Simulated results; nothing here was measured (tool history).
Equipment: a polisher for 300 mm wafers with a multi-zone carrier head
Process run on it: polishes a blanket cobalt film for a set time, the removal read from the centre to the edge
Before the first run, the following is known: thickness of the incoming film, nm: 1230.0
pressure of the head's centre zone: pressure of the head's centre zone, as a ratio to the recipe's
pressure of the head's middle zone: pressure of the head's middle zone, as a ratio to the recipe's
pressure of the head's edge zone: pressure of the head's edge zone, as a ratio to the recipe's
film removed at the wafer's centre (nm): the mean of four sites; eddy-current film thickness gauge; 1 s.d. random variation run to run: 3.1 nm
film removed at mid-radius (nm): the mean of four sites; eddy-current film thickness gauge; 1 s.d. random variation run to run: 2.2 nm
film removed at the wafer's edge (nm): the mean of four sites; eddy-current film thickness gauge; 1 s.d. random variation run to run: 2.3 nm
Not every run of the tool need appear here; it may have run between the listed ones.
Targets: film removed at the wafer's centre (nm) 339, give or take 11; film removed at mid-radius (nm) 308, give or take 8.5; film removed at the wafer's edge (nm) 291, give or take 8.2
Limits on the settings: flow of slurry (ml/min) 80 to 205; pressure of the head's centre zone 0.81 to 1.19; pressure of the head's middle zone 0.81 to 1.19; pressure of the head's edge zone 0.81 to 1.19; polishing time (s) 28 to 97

| run | hour | flow of slurry (ml/min) | pressure of the head's centre zone | pressure of the head's middle zone | pressure of the head's edge zone | polishing time (s) | film removed at the wafer's centre (nm) | film removed at mid-radius (nm) | film removed at the wafer's edge (nm) |
|---|---|---|---|---|---|---|---|---|---|
| 1 | 0 | 135 | 1 | 1 | 1 | 62 | 388.79 | 360.02 | 371.98 |
| 2 | 2.5 | 125 | 1 | 1 | 1 | 62 | 385.04 | 351.65 | 372.66 |
| 3 | 8.6 | 125 | 1 | 0.96 | 1 | 62 | 385.11 | 338.22 | 370.74 |
| 4 | 14.8 | 125 | 1 | 0.97 | 0.97 | 60 | 373.67 | 332.5 | 352.6 |
| 5 | 22 | 125 | 1 | 0.97 | 0.95 | 59 | 366.14 | 328.34 | 348.97 |
|  | 23.3 | centre zone pressure recalibrated |
| 6 | 23.3 | 125 | 1.05 | 0.97 | 0.95 | 59 | 358.23 | 328.65 | 343.88 |
| 7 | 31.8 | 140 | 1.05 | 0.96 | 0.93 | 57 | 353.34 | 316.96 | 331.49 |
| 8 | 34.9 | 150 | 1.07 | 0.96 | 0.91 | 56 | 368.66 | 323.48 | 326.03 |

Pick the move, out of 4, that brings all results within their allowed miss; only one does.
| A | 38 | 95 | 0.93 | 0.82 | 0.88 | 75 | ? | ? | ? |
| B | 38 | 160 | 1.09 | 1.03 | 0.87 | 50 | ? | ? | ? |
| C | 38 | 205 | 1.17 | 1.06 | 0.81 | 47 | ? | ? | ? |
| D | 38 | 165 | 1.02 | 1.07 | 0.81 | 50 | ? | ? | ? |

| move | film removed at the wafer's centre (nm) | film removed at mid-radius (nm) | film removed at the wafer's edge (nm) |
|---|---|---|---|
| A | 369.03 | 331.84 | 398.37 |
| B | 336.29 | 306.28 | 289.59 |
| C | 354.99 | 307.35 | 271.72 |
| D | 317.21 | 318.34 | 281.58 |
A: the biggest miss grows against the last run
B: every result within its allowed miss
C: pushes the last run's worst result past its target
D: pushes the last run's worst result past its target
The right move is B.

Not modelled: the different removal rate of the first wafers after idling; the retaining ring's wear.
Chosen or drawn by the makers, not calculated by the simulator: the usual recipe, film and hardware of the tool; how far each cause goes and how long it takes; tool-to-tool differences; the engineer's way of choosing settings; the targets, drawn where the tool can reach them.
